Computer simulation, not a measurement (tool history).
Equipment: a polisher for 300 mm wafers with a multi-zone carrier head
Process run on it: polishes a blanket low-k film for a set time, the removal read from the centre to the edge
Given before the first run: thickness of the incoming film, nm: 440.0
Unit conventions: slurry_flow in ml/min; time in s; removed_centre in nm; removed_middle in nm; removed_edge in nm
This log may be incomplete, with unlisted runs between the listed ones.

run	hour	slurry_flow	centre_zone	middle_zone	edge_zone	slurry_solids	time	removed_centre	removed_middle	removed_edge
1	0	165	1	1	1	1	65	22.18	21.726	21.315
2	4.3	155	0.96	0.97	0.96	0.85	65	18.961	18.595	18.545
3	10	145	0.92	0.95	0.92	0.85	65	17.919	18.568	17.654
4	17.7	135	0.9	0.91	0.91	0.8	65	17.26	16.922	17.24
5	25.2	135	0.9	0.98	0.91	0.8	65	16.726	17.654	16.696
6	30.1	125	0.88	0.95	0.9	0.8	65	16.255	17.21	16.549

Run 7, settings as shown, results not yet in. Your forecast:
7	35.1	120	0.86	0.92	0.88	0.8	65	?	?	?

Logged for run 7: removed_centre 15.68 nm, removed_middle 16.631 nm, removed_edge 16.231 nm.

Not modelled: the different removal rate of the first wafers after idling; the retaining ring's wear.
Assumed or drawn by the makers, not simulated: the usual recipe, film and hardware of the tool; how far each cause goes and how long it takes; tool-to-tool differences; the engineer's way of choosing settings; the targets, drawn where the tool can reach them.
